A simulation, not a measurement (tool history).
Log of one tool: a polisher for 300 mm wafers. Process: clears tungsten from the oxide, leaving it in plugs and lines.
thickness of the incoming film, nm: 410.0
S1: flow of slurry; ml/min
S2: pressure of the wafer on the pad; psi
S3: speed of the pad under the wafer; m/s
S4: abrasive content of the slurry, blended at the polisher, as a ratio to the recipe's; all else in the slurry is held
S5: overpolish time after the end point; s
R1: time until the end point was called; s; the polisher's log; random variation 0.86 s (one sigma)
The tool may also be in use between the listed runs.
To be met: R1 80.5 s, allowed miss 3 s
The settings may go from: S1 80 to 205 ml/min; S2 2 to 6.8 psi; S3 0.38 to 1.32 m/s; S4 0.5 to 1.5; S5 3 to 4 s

run,hour,S1,S2,S3,S4,S5,R1
1,0,135,4.4,0.84,1,4,108.05
2,4.7,155,4.4,0.84,1,4,105.6
3,7.6,155,4.6,0.84,1,4,102.39
4,8.5,155,4.6,0.84,1,4,100.81
5,10.6,155,4.1,0.84,1,4,108.73
6,16.3,160,4.4,0.84,1,4,104.71
7,21.2,160,5.6,0.86,1,4,87.099
8,28.3,160,5.7,0.86,1,4,88.373
9,34.9,160,5.8,0.86,1,4,85.479
10,39.7,160,5.9,0.86,1,4,84.498
11,41.7,160,6,0.86,1,4,83.87

4 next moves are on the table. One of them brings every result within its allowed miss. Which?
A,43.7,195,5.2,1.04,0.7,4,?
B,43.7,165,5.5,0.86,1.1,4,?
C,43.7,180,4.6,0.96,1.1,3,?
D,43.7,155,5.3,0.86,0.9,3,?

move,R1
A,79.125
B,85.459
C,84.798
D,92.445
A: meets every target
B: further off than the last run
C: further off than the last run
D: further off than the last run
The right move is A.
